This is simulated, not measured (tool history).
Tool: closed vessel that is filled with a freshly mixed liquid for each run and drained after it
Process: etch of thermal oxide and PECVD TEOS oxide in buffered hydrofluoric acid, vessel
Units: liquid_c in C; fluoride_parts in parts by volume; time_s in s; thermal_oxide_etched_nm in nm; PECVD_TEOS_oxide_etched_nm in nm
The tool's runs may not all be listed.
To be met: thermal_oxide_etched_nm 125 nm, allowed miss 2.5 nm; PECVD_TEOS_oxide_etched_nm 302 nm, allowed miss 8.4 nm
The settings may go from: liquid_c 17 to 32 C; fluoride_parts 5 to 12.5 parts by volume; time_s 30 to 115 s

run	day	liquid_c	fluoride_parts	time_s	thermal_oxide_etched_nm	PECVD_TEOS_oxide_etched_nm
1	0	24	7.5	60	92.444	224.74
2	0.075	26.5	7.5	60	106.67	253.6
3	0.183	27	7.5	60	108.93	258.98
4	0.25	27	8.5	60	95.106	228.07
5	0.358	27	8.5	45	71.411	174.6
6	0.546	27	8.5	70	110.76	269.88
7	0.721	27.5	8.5	70	114.66	272.81
8	1.021	28.5	8.5	70	120.88	287.39

Which of these 4 next moves meets every target?
A	1.321	31	8	60	?	?
B	1.321	24.5	10	95	?	?
C	1.321	31	6.5	45	?	?
D	1.321	32	6	40	?	?

move	thermal_oxide_etched_nm	PECVD_TEOS_oxide_etched_nm
A	125.67	304.47
B	116.01	281.06
C	116.07	281.21
D	116.43	282.09
A: meets every target
B: further off than the last run
C: further off than the last run
D: further off than the last run
Move A is the one to make.
